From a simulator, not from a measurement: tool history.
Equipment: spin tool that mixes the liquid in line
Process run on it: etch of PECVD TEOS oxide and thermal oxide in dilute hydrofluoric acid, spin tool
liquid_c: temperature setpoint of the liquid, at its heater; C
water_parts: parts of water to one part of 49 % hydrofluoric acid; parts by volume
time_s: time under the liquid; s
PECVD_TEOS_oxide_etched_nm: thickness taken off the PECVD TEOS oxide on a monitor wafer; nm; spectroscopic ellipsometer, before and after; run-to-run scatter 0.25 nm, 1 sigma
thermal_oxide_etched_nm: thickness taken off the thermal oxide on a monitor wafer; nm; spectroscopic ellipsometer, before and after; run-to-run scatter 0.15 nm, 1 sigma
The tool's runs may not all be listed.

| run | hour | liquid_c | water_parts | time_s | PECVD_TEOS_oxide_etched_nm | thermal_oxide_etched_nm |
|---|---|---|---|---|---|---|
| 1 | 0 | 24 | 120 | 30 | 7.5379 | 1.2119 |
| 2 | 2.3 | 26 | 90 | 30 | 11.204 | 1.8667 |
| 3 | 3.8 | 24 | 90 | 30 | 10.429 | 1.699 |
| 4 | 4.6 | 24 | 110 | 30 | 8.3853 | 1.4272 |
| 5 | 13.4 | 26 | 85 | 30 | 12.036 | 1.9511 |
| 6 | 14 | 28 | 85 | 30 | 13.064 | 2.2426 |
| 7 | 22.4 | 28.5 | 65 | 30 | 17.753 | 2.7186 |
| 8 | 23.7 | 28.5 | 65 | 30 | 17.701 | 2.8583 |
| 9 | 24.3 | 32 | 25 | 30 | 57.203 | 8.4537 |
| 10 | 26.4 | 30 | 25 | 30 | 51.9 | 7.7922 |
| 11 | 32.8 | 26.5 | 30 | 30 | 38.426 | 5.9611 |
| 12 | 40.5 | 24 | 30 | 30 | 33.92 | 5.2764 |
| 13 | 46.1 | 22.5 | 30 | 30 | 31.97 | 5.3466 |
| 14 | 48.4 | 22 | 30 | 30 | 31.564 | 4.6184 |
| 15 | 52.8 | 24.5 | 50 | 30 | 20.176 | 3.0945 |
| 16 | 58.5 | 26.5 | 50 | 30 | 21.992 | 3.5607 |
| 17 | 64.1 | 30 | 35 | 30 | 36.842 | 5.5064 |
| 18 | 69.7 | 30 | 35 | 30 | 36.797 | 6.0145 |
| 19 | 73.9 | 28.5 | 35 | 30 | 34.461 | 5.82 |
| 20 | 80 | 27 | 35 | 30 | 32.419 | 5.2074 |
| 21 | 87.2 | 26 | 35 | 30 | 31.092 | 4.9341 |
| 22 | 93.2 | 25.5 | 35 | 30 | 30.526 | 4.8312 |
| 23 | 97.3 | 25 | 35 | 30 | 29.714 | 4.9353 |

The next listed run, before its measurement:
| 24 | 99.5 | 24.5 | 40 | 30 | ? | ? |

{"run 24": {"PECVD_TEOS_oxide_etched_nm": 25.78, "thermal_oxide_etched_nm": 4.1458}}
